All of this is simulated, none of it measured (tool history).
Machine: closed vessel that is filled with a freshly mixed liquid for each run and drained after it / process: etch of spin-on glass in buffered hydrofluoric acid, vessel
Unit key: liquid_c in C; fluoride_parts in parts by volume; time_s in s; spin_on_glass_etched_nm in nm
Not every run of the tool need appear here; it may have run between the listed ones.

run,day,liquid_c,fluoride_parts,time_s,spin_on_glass_etched_nm
1,0,23,11.5,30,106.81
2,0.108,24.5,11.5,30,115.28
3,0.175,21,11.5,30,95.346
4,0.483,21,13.5,30,81.722
5,0.75,23,12,30,102.92
6,0.912,24.5,11,30,120.74
7,1.183,26,10,30,143.28
8,1.338,27,9.5,30,157.65
9,1.471,28,9,30,171.2
10,1.588,28.5,8.5,30,186.65
11,1.654,29,8,30,204.04

Expected results for the next run?
12,2.021,29.5,8,30,?

Run 12 produced spin_on_glass_etched_nm 211.13 nm.

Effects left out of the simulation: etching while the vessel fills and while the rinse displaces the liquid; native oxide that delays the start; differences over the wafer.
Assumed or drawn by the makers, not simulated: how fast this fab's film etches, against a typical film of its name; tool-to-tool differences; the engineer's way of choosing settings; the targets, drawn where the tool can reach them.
